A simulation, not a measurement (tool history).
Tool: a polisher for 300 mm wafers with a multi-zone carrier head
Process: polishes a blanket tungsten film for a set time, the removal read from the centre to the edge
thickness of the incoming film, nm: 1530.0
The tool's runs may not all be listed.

run  hour  flow of slurry (ml/min)  pressure of the head's centre zone  pressure of the head's middle zone  pressure of the head's edge zone  abrasive content of the slurry  polishing time (s)  film removed at the wafer's centre (Å)  film removed at mid-radius (Å)  film removed at the wafer's edge (Å)
  1   0.0                      235                                1.00                                1.00                              1.00                             1.0                  37                                  1715.0                          1739.7                                1726.9
  2   7.7                      225                                0.97                                1.01                              1.01                             1.0                  37                                  1667.5                          1745.9                                1707.6
  3  13.4                      170                                0.97                                1.01                              1.01                             1.0                  37                                  1569.2                          1704.5                                1628.3
  4  17.8                      170                                0.97                                1.01                              1.04                             1.0                  37                                  1583.8                          1704.0                                1684.8
  5  25.5                      170                                1.03                                1.01                              1.04                             1.0                  37                                  1696.9                          1697.0                                1645.4
  6  29.6                      150                                1.03                                1.01                              1.04                             1.0                  37                                  1631.0                          1596.9                                1619.1
  7  33.6                      150                                1.00                                1.02                              1.05                             1.0                  37                                  1586.9                          1695.0                                1630.8

The next listed run, before its measurement:
  8  36.4                      150                                0.98                                1.02                              1.07                             1.0                  37                                       ?                               ?                                     ?

{"run 8": {"film removed at the wafer's centre (Å)": 1567.0, "film removed at mid-radius (Å)": 1666.7, "film removed at the wafer's edge (Å)": 1630.3}}

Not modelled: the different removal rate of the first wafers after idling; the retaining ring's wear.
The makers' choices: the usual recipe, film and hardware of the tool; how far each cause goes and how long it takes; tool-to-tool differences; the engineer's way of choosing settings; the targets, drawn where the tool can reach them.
